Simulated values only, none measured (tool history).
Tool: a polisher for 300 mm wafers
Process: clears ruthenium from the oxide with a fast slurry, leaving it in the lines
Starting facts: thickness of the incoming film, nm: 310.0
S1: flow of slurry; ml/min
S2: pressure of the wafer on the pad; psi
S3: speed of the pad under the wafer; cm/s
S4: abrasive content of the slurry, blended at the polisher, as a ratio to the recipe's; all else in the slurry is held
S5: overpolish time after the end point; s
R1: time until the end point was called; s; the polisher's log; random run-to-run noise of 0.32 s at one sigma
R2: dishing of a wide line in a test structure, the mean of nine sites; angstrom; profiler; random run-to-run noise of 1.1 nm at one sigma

Run 1, hour 0.0: S1 280 ml/min, S2 2.4 psi, S3 100 cm/s, S4 1.0, S5 13 s. Result: R1 75.858 s, R2 443.75 angstrom.
Run 2, hour 7.9: S1 280 ml/min, S2 2.6 psi, S3 102 cm/s, S4 1.0, S5 12 s. Result: R1 68.919 s, R2 473.19 angstrom.
Run 3, hour 16.2: S1 280 ml/min, S2 2.7 psi, S3 104 cm/s, S4 1.0, S5 11 s. Result: R1 66.717 s, R2 447.04 angstrom.
Run 4, hour 19.2: S1 330 ml/min, S2 2.7 psi, S3 104 cm/s, S4 1.0, S5 11 s. Result: R1 65.470 s, R2 449.00 angstrom.
Run 5, hour 26.8: S1 330 ml/min, S2 2.8 psi, S3 106 cm/s, S4 1.0, S5 11 s. Result: R1 62.746 s, R2 466.87 angstrom.
Run 6, hour 33.6: S1 330 ml/min, S2 2.9 psi, S3 108 cm/s, S4 1.0, S5 11 s. Result: R1 59.753 s, R2 494.47 angstrom.
Run 7, hour 34.9: S1 330 ml/min, S2 3.0 psi, S3 110 cm/s, S4 1.0, S5 11 s. Result: R1 55.783 s, R2 532.97 angstrom.

Estimate the outcome of run 8 from the log above:
Run 8, hour 38.0: S1 330 ml/min, S2 3.1 psi, S3 112 cm/s, S4 1.0, S5 11 s. Result: R1 ?, R2 ?.

For run 8 the tool returned R1 53.300 s, R2 545.44 angstrom.
